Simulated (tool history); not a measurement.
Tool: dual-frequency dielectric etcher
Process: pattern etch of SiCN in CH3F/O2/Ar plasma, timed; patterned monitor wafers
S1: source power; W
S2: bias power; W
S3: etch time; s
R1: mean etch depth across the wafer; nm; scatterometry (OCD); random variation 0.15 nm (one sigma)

run 1 day=0 | S1=430 S2=85 S3=102.5 | R1=44.388
run 2 day=0.371 | S1=430 S2=72 S3=102.5 | R1=41.912
run 3 day=0.521 | S1=480 S2=72 S3=102.5 | R1=44.713
run 4 day=0.604 | S1=450 S2=72 S3=102.5 | R1=43.2
run 5 day=0.892 | S1=450 S2=72 S3=107 | R1=45.397
run 6 day=1.183 | S1=450 S2=66 S3=107 | R1=44.552

Forecast run 7:
run 7 day=1.404 | S1=380 S2=61 S3=105.5 | R1=?

Run 7 gave R1 38.926 nm.
